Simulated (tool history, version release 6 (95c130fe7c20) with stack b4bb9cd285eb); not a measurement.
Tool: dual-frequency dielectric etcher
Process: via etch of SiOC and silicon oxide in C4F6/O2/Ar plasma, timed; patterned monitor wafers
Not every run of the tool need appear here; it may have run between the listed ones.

run,hour,source power (kW),bias power (kW),etch time (s),mean etch depth across the wafer (Å)
1,0,0.47,0.165,100,1100.6
2,2.4,0.39,0.165,100,1009.2
3,10,0.35,0.165,100,954.84
4,12.1,0.29,0.165,100,864.27
5,19,0.37,0.165,100,981.25
6,26.8,0.42,0.165,100,1041
7,31.6,0.4,0.164,100,1013.1
8,35.2,0.38,0.163,100,992.35
9,40.4,0.28,0.153,100,826.84

Run 10 has not been measured yet. What should we expect?
10,41.7,0.29,0.153,100,?

mean etch depth across the wafer (Å): 844.27
